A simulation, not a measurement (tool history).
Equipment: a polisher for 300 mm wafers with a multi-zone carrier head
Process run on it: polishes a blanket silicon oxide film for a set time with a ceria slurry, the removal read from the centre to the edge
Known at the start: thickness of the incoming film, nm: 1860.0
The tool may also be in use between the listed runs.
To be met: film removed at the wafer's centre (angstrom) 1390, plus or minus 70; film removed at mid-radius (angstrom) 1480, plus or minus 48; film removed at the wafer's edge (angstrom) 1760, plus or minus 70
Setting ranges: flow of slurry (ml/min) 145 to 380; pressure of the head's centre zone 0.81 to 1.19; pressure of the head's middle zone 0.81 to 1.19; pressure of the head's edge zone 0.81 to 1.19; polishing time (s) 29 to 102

run    day  flow of slurry (ml/min)  pressure of the head's centre zone  pressure of the head's middle zone  pressure of the head's edge zone  polishing time (s)  film removed at the wafer's centre (angstrom)  film removed at mid-radius (angstrom)  film removed at the wafer's edge (angstrom)
  1      0                      245                                   1                                   1                                 1                  65                                         2237.7                                 2215.6                                       2264.7
  2  0.212                      245                                   1                                   1                              0.96                  65                                         2171.1                                 2250.6                                         2236
  3  0.421                      245                                   1                                   1                              0.91                  65                                         2164.9                                 2212.4                                       2134.7
  4  0.575                      275                                   1                                   1                              0.91                  65                                           2247                                   2256                                       2151.9
  5  0.808                      275                                1.07                                   1                              0.91                  65                                         2448.6                                 2228.2                                       2196.4
  6  1.025                      275                                1.07                                   1                              0.98                  65                                         2489.1                                 2236.9                                       2325.9
  7  1.212                      265                                1.05                                0.98                              0.99                  63                                         2311.7                                 2110.1                                       2224.7
  8  1.529                      200                                0.95                                0.88                              1.03                  50                                         1571.1                                 1473.5                                       1715.4
  9  1.854                      195                                0.94                                0.88                              1.04                  50                                         1515.6                                 1461.9                                         1738
     1.946  -- edge zone pressure recalibrated
 10  1.946                      195                                0.93                                0.88                              1.04                  50                                         1528.5                                 1473.1                                       1671.3
 11  2.108                      190                                0.92                                0.88                              1.06                  50                                         1550.6                                 1458.6                                       1682.7
 12  2.375                      190                                0.92                                0.88                              1.06                  50                                           1515                                 1451.9                                       1672.7
 13  2.638                      190                                0.92                                0.88                              1.06                  50                                           1512                                 1471.7                                       1690.7
 14  2.708                      185                                0.91                                0.87                              1.07                  51                                         1521.1                                 1481.5                                       1751.1
 15  2.733                      180                                 0.9                                0.87                              1.07                  51                                         1477.4                                 1446.2                                       1709.5

5 next moves are on the table. One of them brings every result within its allowed miss. Which?
  A  2.758                      255                                0.95                                0.85                              0.98                  51                                              ?                                      ?                                            ?
  B  2.758                      190                                0.82                                0.85                              1.06                  52                                              ?                                      ?                                            ?
  C  2.758                      215                                0.96                                0.96                              1.14                  46                                              ?                                      ?                                            ?
  D  2.758                      150                                0.96                                0.85                              1.05                  51                                              ?                                      ?                                            ?
  E  2.758                      185                                1.01                                0.83                              1.04                  51                                              ?                                      ?                                            ?

move  film removed at the wafer's centre (angstrom)  film removed at mid-radius (angstrom)  film removed at the wafer's edge (angstrom)
   A                                         1681.4                                 1517.8                                       1743.5
   B                                         1407.3                                 1482.1                                       1787.6
   C                                         1494.2                                   1479                                         1663
   D                                         1531.7                                 1383.7                                       1684.5
   E                                         1693.7                                 1417.3                                       1731.1
A: moves away from the targets compared with the last run
B: meets every target
C: moves away from the targets compared with the last run
D: moves away from the targets compared with the last run
E: moves away from the targets compared with the last run
Go with B: it meets all targets.
